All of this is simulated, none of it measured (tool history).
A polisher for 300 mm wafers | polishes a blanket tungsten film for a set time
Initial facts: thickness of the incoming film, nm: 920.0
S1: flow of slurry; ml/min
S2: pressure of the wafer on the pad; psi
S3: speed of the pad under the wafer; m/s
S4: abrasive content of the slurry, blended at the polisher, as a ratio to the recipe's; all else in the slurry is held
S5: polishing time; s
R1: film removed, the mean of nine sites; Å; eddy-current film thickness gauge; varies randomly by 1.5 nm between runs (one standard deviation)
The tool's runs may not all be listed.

run 1 hour=0.0 | S1=235 S2=3.5 S3=1.34 S4=1.0 S5=35 | R1=1715.5
run 2 hour=4.9 | S1=245 S2=3.8 S3=1.34 S4=1.0 S5=35 | R1=1864.8
run 3 hour=5.9 | S1=245 S2=3.8 S3=1.34 S4=1.0 S5=31 | R1=1675.6
run 4 hour=9.2 | S1=245 S2=4.2 S3=1.34 S4=1.0 S5=31 | R1=1831.0
run 5 hour=15.7 | S1=250 S2=4.5 S3=1.34 S4=1.0 S5=31 | R1=1986.1
run 6 hour=17.4 | S1=250 S2=4.5 S3=1.34 S4=1.0 S5=31 | R1=1971.1
run 7 hour=24.6 | S1=255 S2=4.7 S3=1.34 S4=1.0 S5=31 | R1=2071.3
run 8 hour=32.1 | S1=260 S2=4.9 S3=1.34 S4=1.0 S5=31 | R1=2136.9

The next listed run, before its measurement:
run 9 hour=40.8 | S1=260 S2=5.0 S3=1.34 S4=1.0 S5=31 | R1=?

{"run 9": {"R1": 2178.0}}
